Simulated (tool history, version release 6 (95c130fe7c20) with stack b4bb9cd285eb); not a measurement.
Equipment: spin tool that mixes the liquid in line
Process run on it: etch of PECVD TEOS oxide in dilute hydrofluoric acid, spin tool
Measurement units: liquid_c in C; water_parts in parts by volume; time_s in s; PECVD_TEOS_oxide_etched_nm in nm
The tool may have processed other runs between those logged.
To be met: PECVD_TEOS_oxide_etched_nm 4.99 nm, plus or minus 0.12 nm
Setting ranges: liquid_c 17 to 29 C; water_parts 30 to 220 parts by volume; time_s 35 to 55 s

run 1 hour=0 | liquid_c=21 water_parts=125 time_s=55 | PECVD_TEOS_oxide_etched_nm=6.5336
run 2 hour=9 | liquid_c=19.5 water_parts=130 time_s=55 | PECVD_TEOS_oxide_etched_nm=5.8931
run 3 hour=11.3 | liquid_c=22.5 water_parts=130 time_s=55 | PECVD_TEOS_oxide_etched_nm=6.6183
run 4 hour=12.5 | liquid_c=19.5 water_parts=130 time_s=55 | PECVD_TEOS_oxide_etched_nm=5.9521
run 5 hour=14.3 | liquid_c=18.5 water_parts=135 time_s=55 | PECVD_TEOS_oxide_etched_nm=5.468
run 6 hour=17.6 | liquid_c=18.5 water_parts=135 time_s=35 | PECVD_TEOS_oxide_etched_nm=3.461
run 7 hour=20.7 | liquid_c=20 water_parts=135 time_s=35 | PECVD_TEOS_oxide_etched_nm=3.6428
run 8 hour=21.8 | liquid_c=22.5 water_parts=135 time_s=35 | PECVD_TEOS_oxide_etched_nm=4.0421
run 9 hour=30 | liquid_c=23.5 water_parts=130 time_s=35 | PECVD_TEOS_oxide_etched_nm=4.4653
run 10 hour=36.6 | liquid_c=24 water_parts=130 time_s=35 | PECVD_TEOS_oxide_etched_nm=4.552
run 11 hour=44.8 | liquid_c=24.5 water_parts=130 time_s=35 | PECVD_TEOS_oxide_etched_nm=4.5999
run 12 hour=48 | liquid_c=25 water_parts=130 time_s=35 | PECVD_TEOS_oxide_etched_nm=4.691
run 13 hour=50.9 | liquid_c=25.5 water_parts=130 time_s=35 | PECVD_TEOS_oxide_etched_nm=4.7469
run 14 hour=58.2 | liquid_c=26 water_parts=130 time_s=35 | PECVD_TEOS_oxide_etched_nm=4.8247

Which of these 4 next moves meets every target?
run A hour=65.5 | liquid_c=26 water_parts=135 time_s=35 | PECVD_TEOS_oxide_etched_nm=?
run B hour=65.5 | liquid_c=24.5 water_parts=145 time_s=45 | PECVD_TEOS_oxide_etched_nm=?
run C hour=65.5 | liquid_c=26.5 water_parts=145 time_s=40 | PECVD_TEOS_oxide_etched_nm=?
run D hour=65.5 | liquid_c=26.5 water_parts=135 time_s=35 | PECVD_TEOS_oxide_etched_nm=?

move=A PECVD_TEOS_oxide_etched_nm=4.625
move=B PECVD_TEOS_oxide_etched_nm=5.1674
move=C PECVD_TEOS_oxide_etched_nm=4.9539
move=D PECVD_TEOS_oxide_etched_nm=4.7132
A: misses by more than the last run did
B: moves the result that the last run missed by most past its target, out the other side
C: each result inside its tolerance
D: misses by more than the last run did
The right move is C.

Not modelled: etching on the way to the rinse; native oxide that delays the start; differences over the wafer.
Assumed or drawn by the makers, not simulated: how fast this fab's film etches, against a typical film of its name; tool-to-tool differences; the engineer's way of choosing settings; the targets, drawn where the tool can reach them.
